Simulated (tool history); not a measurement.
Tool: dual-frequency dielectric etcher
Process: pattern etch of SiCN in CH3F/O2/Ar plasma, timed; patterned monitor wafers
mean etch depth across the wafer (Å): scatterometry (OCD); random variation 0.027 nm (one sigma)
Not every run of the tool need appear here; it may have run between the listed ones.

| run | hour | source power (W) | bias power (W) | etch time (s) | mean etch depth across the wafer (Å) |
|---|---|---|---|---|---|
| 1 | 0 | 490 | 59 | 28.5 | 104.73 |
| 2 | 3 | 490 | 59 | 28.5 | 104.32 |
| 3 | 7.4 | 470 | 58 | 28.5 | 102.34 |
| 4 | 10.8 | 450 | 57 | 28.5 | 100.58 |
| 5 | 19.1 | 530 | 57 | 28.5 | 106.97 |
| 6 | 21.6 | 530 | 63 | 28.5 | 109.48 |
| 7 | 25.2 | 500 | 61 | 28.5 | 105.99 |

The next listed run, before its measurement:
| 8 | 28.1 | 480 | 59 | 28.5 | ? |

{"run 8": {"mean etch depth across the wafer (Å)": 104.2}}
